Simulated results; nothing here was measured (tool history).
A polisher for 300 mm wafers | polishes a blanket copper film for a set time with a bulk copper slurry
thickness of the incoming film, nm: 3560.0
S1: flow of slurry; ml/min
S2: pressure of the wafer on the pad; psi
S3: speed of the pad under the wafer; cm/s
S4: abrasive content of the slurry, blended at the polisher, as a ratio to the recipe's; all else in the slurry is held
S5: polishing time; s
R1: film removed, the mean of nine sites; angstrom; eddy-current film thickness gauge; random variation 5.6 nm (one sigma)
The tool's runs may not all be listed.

run,hour,S1,S2,S3,S4,S5,R1
1,0,280,2.6,134,1,55,5231.1
2,2.4,320,2.6,134,1,55,5216.7
3,8.8,320,2.6,134,1,55,5354.9
4,15.9,325,2.7,134,1,55,5441.7
5,17.5,325,2.4,134,1,55,4870.6
6,23.1,260,2.4,134,1,55,4732.5

The next listed run, before its measurement:
7,25.2,265,2.5,134,1,55,?

R1: 4951.8 angstrom
